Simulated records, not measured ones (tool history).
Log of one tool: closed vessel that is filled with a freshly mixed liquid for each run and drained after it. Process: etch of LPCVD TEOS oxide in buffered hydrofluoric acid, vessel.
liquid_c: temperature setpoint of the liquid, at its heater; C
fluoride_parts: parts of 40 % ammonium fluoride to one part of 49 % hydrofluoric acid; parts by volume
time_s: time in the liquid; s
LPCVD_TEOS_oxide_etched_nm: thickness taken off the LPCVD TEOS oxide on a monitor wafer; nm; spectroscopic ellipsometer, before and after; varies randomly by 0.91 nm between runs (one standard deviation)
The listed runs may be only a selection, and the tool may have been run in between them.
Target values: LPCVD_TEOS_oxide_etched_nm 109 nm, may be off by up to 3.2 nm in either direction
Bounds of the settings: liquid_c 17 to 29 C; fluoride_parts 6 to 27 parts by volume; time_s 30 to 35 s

run  hour  liquid_c  fluoride_parts  time_s  LPCVD_TEOS_oxide_etched_nm
  1     0        21            16.5      35                      67.811
  2     1        21              12      35                      92.528
  3   5.3      18.5              12      35                      81.698
  4  14.4        22              12      35                       96.24
  5  22.2      18.5              12      35                      80.017
  6  27.4      20.5              12      35                      90.758
  7  35.7      21.5              12      35                      93.512
  8  44.5      21.5              12      35                      94.771
  9  53.1      22.5              12      35                      100.38

Pick the move, out of 5, that brings all results within their allowed miss; only one does.
  A  61.7      17.5               8      30                           ?
  B  61.7        23            10.5      35                           ?
  C  61.7        23            13.5      35                           ?
  D  61.7      25.5            12.5      35                           ?
  E  61.7        23            11.5      35                           ?

move  LPCVD_TEOS_oxide_etched_nm
   A                      93.203
   B                      117.35
   C                       91.72
   D                      113.37
   E                      107.35
A: further off than the last run
B: pushes the last run's worst result past its target
C: further off than the last run
D: pushes the last run's worst result past its target
E: hits every target within its allowed miss
Move E is the one to make.
